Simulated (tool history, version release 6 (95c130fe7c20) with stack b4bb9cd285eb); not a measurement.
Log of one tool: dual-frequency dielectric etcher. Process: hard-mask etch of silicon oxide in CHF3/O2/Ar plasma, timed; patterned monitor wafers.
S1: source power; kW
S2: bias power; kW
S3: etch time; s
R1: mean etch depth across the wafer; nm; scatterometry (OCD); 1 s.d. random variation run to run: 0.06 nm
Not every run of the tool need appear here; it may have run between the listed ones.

run  hour    S1     S2    S3      R1
  1     0  0.66  0.165  12.5  22.857
  2   3.5  0.66  0.165  12.5  22.922
  3   8.2  0.74  0.165  12.5  24.061
  4   9.5   0.7  0.165  12.5  23.483
  5  12.3  0.73  0.167  12.5  24.074
  6  20.2  0.73  0.149  12.5  22.885
  7  28.6  0.76  0.152  12.5  23.476
  8  35.2  0.79  0.154  12.5  24.053
  9  40.7  0.81  0.155  12.5  24.371

Expected results for the next run?
 10  45.7  0.83  0.156  12.5   ?

Run 10 gave R1 24.755 nm.

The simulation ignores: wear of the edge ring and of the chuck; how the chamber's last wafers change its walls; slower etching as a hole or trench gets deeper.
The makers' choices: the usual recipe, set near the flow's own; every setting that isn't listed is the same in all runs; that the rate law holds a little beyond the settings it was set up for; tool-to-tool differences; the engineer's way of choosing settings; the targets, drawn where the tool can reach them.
